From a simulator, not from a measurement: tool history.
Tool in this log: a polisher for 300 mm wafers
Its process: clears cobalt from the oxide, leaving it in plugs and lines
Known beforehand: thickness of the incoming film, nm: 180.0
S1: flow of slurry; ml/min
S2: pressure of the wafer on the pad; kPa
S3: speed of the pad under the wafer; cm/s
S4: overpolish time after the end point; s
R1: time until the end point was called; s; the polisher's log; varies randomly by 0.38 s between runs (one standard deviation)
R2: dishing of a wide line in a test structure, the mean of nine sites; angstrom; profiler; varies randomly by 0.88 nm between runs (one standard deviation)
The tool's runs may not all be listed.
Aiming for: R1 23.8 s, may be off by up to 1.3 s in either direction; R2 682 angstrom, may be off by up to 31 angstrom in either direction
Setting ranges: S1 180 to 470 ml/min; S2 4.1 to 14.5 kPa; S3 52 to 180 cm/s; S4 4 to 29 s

run 1 hour=0 | S1=300 S2=9 S3=116 S4=15 | R1=50.841 R2=398.73
run 2 hour=4.9 | S1=300 S2=10.3 S3=120 S4=15 | R1=40.83 R2=442.45
run 3 hour=11.6 | S1=300 S2=11 S3=122 S4=16 | R1=38.565 R2=485.93
run 4 hour=20.3 | S1=300 S2=11.7 S3=126 S4=16 | R1=36.105 R2=523.33
run 5 hour=28.3 | S1=300 S2=12.4 S3=130 S4=16 | R1=32.817 R2=531.62
run 6 hour=37.1 | S1=300 S2=14.5 S3=130 S4=16 | R1=28.309 R2=563.15
run 7 hour=38.1 | S1=300 S2=14.5 S3=134 S4=16 | R1=27.978 R2=584.86
run 8 hour=41.3 | S1=300 S2=14.5 S3=138 S4=16 | R1=26.997 R2=581.27
run 9 hour=42.1 | S1=300 S2=14.5 S3=142 S4=16 | R1=26.175 R2=579.29
run 10 hour=44.9 | S1=300 S2=14.5 S3=144 S4=17 | R1=26.313 R2=590.73
run 11 hour=46.2 | S1=300 S2=14.5 S3=148 S4=18 | R1=25.835 R2=616.3
run 12 hour=51.1 | S1=300 S2=14.5 S3=152 S4=19 | R1=25.154 R2=652.95
run 13 hour=58.5 | S1=300 S2=14.5 S3=154 S4=19 | R1=24.495 R2=633.9
run 14 hour=59 | S1=300 S2=14.5 S3=156 S4=19 | R1=24.381 R2=671.9

Of the 5 settings listed for the next run, only one would bring every result within its allowed miss of target. Which one?
run A hour=59.5 | S1=360 S2=13.1 S3=172 S4=24 | R1=? R2=?
run B hour=59.5 | S1=260 S2=13.8 S3=160 S4=17 | R1=? R2=?
run C hour=59.5 | S1=375 S2=12.4 S3=162 S4=21 | R1=? R2=?
run D hour=59.5 | S1=320 S2=13.8 S3=150 S4=22 | R1=? R2=?
run E hour=59.5 | S1=340 S2=13.8 S3=148 S4=21 | R1=? R2=?

move=A R1=23.348 R2=705.38
move=B R1=24.536 R2=626.66
move=C R1=25.872 R2=662.63
move=D R1=25.477 R2=675.05
move=E R1=25.653 R2=664.32
A: every result within its allowed miss
B: gets the furthest-off result to its target, but another result is out of tolerance
C: its largest miss is bigger than the last run's
D: its largest miss is bigger than the last run's
E: its largest miss is bigger than the last run's
The right move is A.
